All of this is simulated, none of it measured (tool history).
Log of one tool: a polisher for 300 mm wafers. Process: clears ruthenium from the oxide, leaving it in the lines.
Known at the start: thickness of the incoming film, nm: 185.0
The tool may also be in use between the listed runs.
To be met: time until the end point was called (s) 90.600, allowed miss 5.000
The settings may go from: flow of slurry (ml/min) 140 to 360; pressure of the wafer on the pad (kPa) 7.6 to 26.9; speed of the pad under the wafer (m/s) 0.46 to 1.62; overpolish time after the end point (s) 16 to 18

run,hour,flow of slurry (ml/min),pressure of the wafer on the pad (kPa),speed of the pad under the wafer (m/s),overpolish time after the end point (s),time until the end point was called (s)
1,0.0,230,17.2,1.04,16,142.890
2,3.9,230,18.6,1.04,16,132.700
3,12.4,230,20.0,1.04,16,125.780
4,17.7,230,21.4,1.04,16,119.090
5,19.1,230,21.4,1.04,18,119.690
6,23.3,230,22.1,1.04,18,113.590
7,25.3,230,26.2,1.06,18,101.030
8,28.5,230,26.2,1.08,18,95.243

Which of these 4 next moves meets every target?
A,31.7,260,22.8,1.14,18,?
B,31.7,205,24.8,1.20,17,?
C,31.7,245,25.5,1.04,16,?
D,31.7,195,25.5,1.02,17,?

move,time until the end point was called (s)
A,99.376
B,90.396
C,99.111
D,104.150
A: further off than the last run
B: meets every target
C: further off than the last run
D: further off than the last run
Answer: B

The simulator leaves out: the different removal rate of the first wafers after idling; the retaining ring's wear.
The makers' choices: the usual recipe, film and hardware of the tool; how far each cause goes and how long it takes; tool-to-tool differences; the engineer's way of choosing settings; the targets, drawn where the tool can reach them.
